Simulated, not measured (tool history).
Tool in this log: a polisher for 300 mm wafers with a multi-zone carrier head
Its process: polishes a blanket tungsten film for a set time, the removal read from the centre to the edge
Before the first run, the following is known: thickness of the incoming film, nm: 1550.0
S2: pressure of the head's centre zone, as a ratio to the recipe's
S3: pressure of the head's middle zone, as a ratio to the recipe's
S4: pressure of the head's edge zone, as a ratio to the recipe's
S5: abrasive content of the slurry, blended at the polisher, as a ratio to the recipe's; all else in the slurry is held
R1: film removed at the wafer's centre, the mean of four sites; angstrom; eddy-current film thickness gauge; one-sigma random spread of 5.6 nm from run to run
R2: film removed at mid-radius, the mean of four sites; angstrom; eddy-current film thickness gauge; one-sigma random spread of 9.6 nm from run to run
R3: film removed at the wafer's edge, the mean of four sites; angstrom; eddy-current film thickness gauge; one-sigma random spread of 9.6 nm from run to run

{"run": 1, "hour": 0.0, "flow of slurry (ml/min)": 190, "S2": 1.0, "S3": 1.0, "S4": 1.0, "S5": 1.0, "polishing time (s)": 56, "R1": 4668.1, "R2": 4706.6, "R3": 4507.9}
{"run": 2, "hour": 6.4, "flow of slurry (ml/min)": 220, "S2": 1.0, "S3": 1.0, "S4": 1.0, "S5": 1.0, "polishing time (s)": 56, "R1": 4867.3, "R2": 4699.5, "R3": 4498.7}
{"run": 3, "hour": 13.2, "flow of slurry (ml/min)": 200, "S2": 1.0, "S3": 1.02, "S4": 1.02, "S5": 1.1, "polishing time (s)": 59, "R1": 5101.6, "R2": 5174.8, "R3": 4969.0}
{"run": 4, "hour": 16.3, "flow of slurry (ml/min)": 200, "S2": 1.0, "S3": 1.02, "S4": 1.02, "S5": 1.3, "polishing time (s)": 59, "R1": 5302.3, "R2": 5154.7, "R3": 5030.8}
{"run": 5, "hour": 17.5, "flow of slurry (ml/min)": 200, "S2": 1.0, "S3": 1.02, "S4": 1.02, "S5": 1.45, "polishing time (s)": 59, "R1": 5458.2, "R2": 5346.5, "R3": 5267.2}
{"run": 6, "hour": 24.3, "flow of slurry (ml/min)": 200, "S2": 0.95, "S3": 1.02, "S4": 1.02, "S5": 1.45, "polishing time (s)": 59, "R1": 5172.8, "R2": 5481.8, "R3": 5148.1}

Predict the results of run 7:
{"run": 7, "hour": 25.6, "flow of slurry (ml/min)": 200, "S2": 0.95, "S3": 1.05, "S4": 1.05, "S5": 1.45, "polishing time (s)": 62, "R1": "?", "R2": "?", "R3": "?"}

{"run 7": {"R1": 5430.3, "R2": 5733.2, "R3": 5542.6}}
